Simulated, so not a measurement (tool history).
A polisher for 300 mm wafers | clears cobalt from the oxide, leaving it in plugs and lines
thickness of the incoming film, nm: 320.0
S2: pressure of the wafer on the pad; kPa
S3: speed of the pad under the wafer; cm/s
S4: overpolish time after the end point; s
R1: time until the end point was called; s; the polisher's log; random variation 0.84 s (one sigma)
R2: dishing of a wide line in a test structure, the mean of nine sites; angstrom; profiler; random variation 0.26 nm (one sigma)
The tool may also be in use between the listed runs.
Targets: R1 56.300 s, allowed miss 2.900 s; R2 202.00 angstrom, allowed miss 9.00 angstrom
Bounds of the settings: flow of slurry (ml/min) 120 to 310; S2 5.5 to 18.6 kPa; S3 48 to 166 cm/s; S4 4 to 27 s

Run 1, hour 0.0: flow of slurry (ml/min) 200, S2 11.7 kPa, S3 106 cm/s, S4 14 s. Result: R1 68.715 s, R2 430.87 angstrom.
Run 2, hour 5.6: flow of slurry (ml/min) 200, S2 9.7 kPa, S3 106 cm/s, S4 14 s. Result: R1 80.881 s, R2 391.35 angstrom.
Run 3, hour 6.7: flow of slurry (ml/min) 200, S2 9.7 kPa, S3 108 cm/s, S4 13 s. Result: R1 79.524 s, R2 385.40 angstrom.
Run 4, hour 14.3: flow of slurry (ml/min) 195, S2 10.3 kPa, S3 102 cm/s, S4 12 s. Result: R1 79.965 s, R2 368.20 angstrom.
Run 5, hour 19.0: flow of slurry (ml/min) 195, S2 10.3 kPa, S3 102 cm/s, S4 7 s. Result: R1 78.405 s, R2 237.66 angstrom.
Run 6, hour 25.6: flow of slurry (ml/min) 195, S2 10.3 kPa, S3 102 cm/s, S4 4 s. Result: R1 78.894 s, R2 150.74 angstrom.
At hour 29.5: slurry nozzle cleaned.
Run 7, hour 29.5: flow of slurry (ml/min) 195, S2 13.8 kPa, S3 104 cm/s, S4 5 s. Result: R1 60.207 s, R2 235.51 angstrom.
Run 8, hour 32.9: flow of slurry (ml/min) 205, S2 13.8 kPa, S3 106 cm/s, S4 5 s. Result: R1 57.554 s, R2 239.81 angstrom.
Run 9, hour 34.2: flow of slurry (ml/min) 205, S2 13.1 kPa, S3 110 cm/s, S4 5 s. Result: R1 57.223 s, R2 243.54 angstrom.
Run 10, hour 34.9: flow of slurry (ml/min) 205, S2 13.1 kPa, S3 110 cm/s, S4 5 s. Result: R1 58.314 s, R2 242.12 angstrom.
Run 11, hour 38.2: flow of slurry (ml/min) 195, S2 13.1 kPa, S3 110 cm/s, S4 5 s. Result: R1 57.151 s, R2 236.91 angstrom.
Run 12, hour 38.9: flow of slurry (ml/min) 190, S2 13.1 kPa, S3 110 cm/s, S4 5 s. Result: R1 57.311 s, R2 238.58 angstrom.
Run 13, hour 41.8: flow of slurry (ml/min) 180, S2 13.1 kPa, S3 112 cm/s, S4 5 s. Result: R1 55.981 s, R2 238.09 angstrom.
Run 14, hour 47.6: flow of slurry (ml/min) 175, S2 13.1 kPa, S3 112 cm/s, S4 5 s. Result: R1 57.058 s, R2 242.10 angstrom.
Run 15, hour 56.3: flow of slurry (ml/min) 190, S2 13.1 kPa, S3 114 cm/s, S4 5 s. Result: R1 56.041 s, R2 244.40 angstrom.
Run 16, hour 63.7: flow of slurry (ml/min) 180, S2 13.1 kPa, S3 116 cm/s, S4 5 s. Result: R1 56.224 s, R2 248.22 angstrom.
Run 17, hour 70.8: flow of slurry (ml/min) 195, S2 13.1 kPa, S3 114 cm/s, S4 5 s. Result: R1 55.671 s, R2 247.30 angstrom.

Which of these 5 next moves meets every target?
Run A, hour 77.9: flow of slurry (ml/min) 205, S2 13.1 kPa, S3 120 cm/s, S4 6 s. Result: R1 ?, R2 ?.
Run B, hour 77.9: flow of slurry (ml/min) 190, S2 13.1 kPa, S3 108 cm/s, S4 7 s. Result: R1 ?, R2 ?.
Run C, hour 77.9: flow of slurry (ml/min) 185, S2 13.1 kPa, S3 102 cm/s, S4 5 s. Result: R1 ?, R2 ?.
Run D, hour 77.9: flow of slurry (ml/min) 175, S2 12.4 kPa, S3 118 cm/s, S4 4 s. Result: R1 ?, R2 ?.
Run E, hour 77.9: flow of slurry (ml/min) 170, S2 13.1 kPa, S3 102 cm/s, S4 5 s. Result: R1 ?, R2 ?.

move      R1      R2
   A  53.372  291.14
   B  59.762  300.35
   C  63.417  220.12
   D  58.129  196.48
   E  64.264  217.72
A: further off than the last run
B: further off than the last run
C: nearer than the last run, and not there yet
D: meets every target
E: nearer than the last run, and not there yet
Answer: D

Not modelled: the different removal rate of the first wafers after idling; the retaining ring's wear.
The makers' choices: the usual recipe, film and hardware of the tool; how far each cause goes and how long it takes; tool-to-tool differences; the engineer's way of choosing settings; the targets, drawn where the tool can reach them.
